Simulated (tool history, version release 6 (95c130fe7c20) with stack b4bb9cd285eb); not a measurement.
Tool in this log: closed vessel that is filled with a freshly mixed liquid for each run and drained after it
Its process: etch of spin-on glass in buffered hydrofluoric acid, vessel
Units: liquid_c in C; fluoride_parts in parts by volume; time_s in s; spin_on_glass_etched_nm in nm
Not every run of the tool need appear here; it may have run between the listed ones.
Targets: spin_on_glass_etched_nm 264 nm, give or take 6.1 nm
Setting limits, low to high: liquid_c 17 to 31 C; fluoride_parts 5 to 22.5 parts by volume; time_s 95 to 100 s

Run 1, hour 0: liquid_c 23 C, fluoride_parts 13.5 parts by volume, time_s 95 s. Result: spin_on_glass_etched_nm 290.95 nm.
Run 2, hour 8.7: liquid_c 23 C, fluoride_parts 13.5 parts by volume, time_s 100 s. Result: spin_on_glass_etched_nm 306.61 nm.
Run 3, hour 15.4: liquid_c 23 C, fluoride_parts 12 parts by volume, time_s 100 s. Result: spin_on_glass_etched_nm 346.71 nm.
Run 4, hour 21: liquid_c 23 C, fluoride_parts 12 parts by volume, time_s 100 s. Result: spin_on_glass_etched_nm 342.24 nm.
Run 5, hour 26.6: liquid_c 23 C, fluoride_parts 13.5 parts by volume, time_s 100 s. Result: spin_on_glass_etched_nm 306.48 nm.
Run 6, hour 33.8: liquid_c 23 C, fluoride_parts 13.5 parts by volume, time_s 100 s. Result: spin_on_glass_etched_nm 303.1 nm.
At hour 40.3: hydrofluoric acid flow meter replaced.
Run 7, hour 40.3: liquid_c 22.5 C, fluoride_parts 13.5 parts by volume, time_s 100 s. Result: spin_on_glass_etched_nm 316.98 nm.
Run 8, hour 44.2: liquid_c 22.5 C, fluoride_parts 14 parts by volume, time_s 100 s. Result: spin_on_glass_etched_nm 302.89 nm.
Run 9, hour 44.9: liquid_c 22 C, fluoride_parts 14 parts by volume, time_s 100 s. Result: spin_on_glass_etched_nm 300.07 nm.
Run 10, hour 53.5: liquid_c 21.5 C, fluoride_parts 14 parts by volume, time_s 100 s. Result: spin_on_glass_etched_nm 293.79 nm.
Run 11, hour 57.1: liquid_c 21 C, fluoride_parts 14 parts by volume, time_s 100 s. Result: spin_on_glass_etched_nm 283.43 nm.
Run 12, hour 65.1: liquid_c 20.5 C, fluoride_parts 14 parts by volume, time_s 100 s. Result: spin_on_glass_etched_nm 276.99 nm.

4 candidate next runs follow, results not yet known. Just one meets every target within its allowed miss. Identify it.
Run A, hour 73.1: liquid_c 20 C, fluoride_parts 13.5 parts by volume, time_s 100 s. Result: spin_on_glass_etched_nm ?.
Run B, hour 73.1: liquid_c 21 C, fluoride_parts 15 parts by volume, time_s 100 s. Result: spin_on_glass_etched_nm ?.
Run C, hour 73.1: liquid_c 23 C, fluoride_parts 14 parts by volume, time_s 95 s. Result: spin_on_glass_etched_nm ?.
Run D, hour 73.1: liquid_c 19.5 C, fluoride_parts 14.5 parts by volume, time_s 100 s. Result: spin_on_glass_etched_nm ?.

move  spin_on_glass_etched_nm
   A                   277.64
   B                   264.72
   C                   300.61
   D                   251.65
A: further off than the last run
B: each result inside its tolerance
C: further off than the last run
D: takes the result that was furthest off past its target
The right move is B.
